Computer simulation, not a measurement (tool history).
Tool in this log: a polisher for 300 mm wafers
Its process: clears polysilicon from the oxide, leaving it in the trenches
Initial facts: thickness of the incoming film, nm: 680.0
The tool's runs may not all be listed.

| run | day | flow of slurry (ml/min) | pressure of the wafer on the pad (psi) | speed of the pad under the wafer (m/s) | overpolish time after the end point (s) | time until the end point was called (s) | dishing of a wide line in a test structure (angstrom) |
|---|---|---|---|---|---|---|---|
| 1 | 0 | 155 | 2 | 0.94 | 26 | 79.197 | 569.09 |
| 2 | 0.096 | 155 | 2 | 0.84 | 26 | 89.167 | 571.13 |
| 3 | 0.192 | 130 | 2 | 0.84 | 26 | 90.344 | 566.53 |
| 4 | 0.492 | 130 | 2 | 0.84 | 16 | 93.342 | 523.17 |
|  | 0.862 | head pressure recalibrated |
| 5 | 0.862 | 95 | 2 | 0.84 | 16 | 102.5 | 488.89 |
| 6 | 1.033 | 115 | 2 | 0.84 | 16 | 101.26 | 518.52 |

Forecast run 7:
| 7 | 1.375 | 115 | 2 | 0.84 | 16 | ? | ? |

Run 7 came out at time until the end point was called (s) 101.19, dishing of a wide line in a test structure (angstrom) 495.17.

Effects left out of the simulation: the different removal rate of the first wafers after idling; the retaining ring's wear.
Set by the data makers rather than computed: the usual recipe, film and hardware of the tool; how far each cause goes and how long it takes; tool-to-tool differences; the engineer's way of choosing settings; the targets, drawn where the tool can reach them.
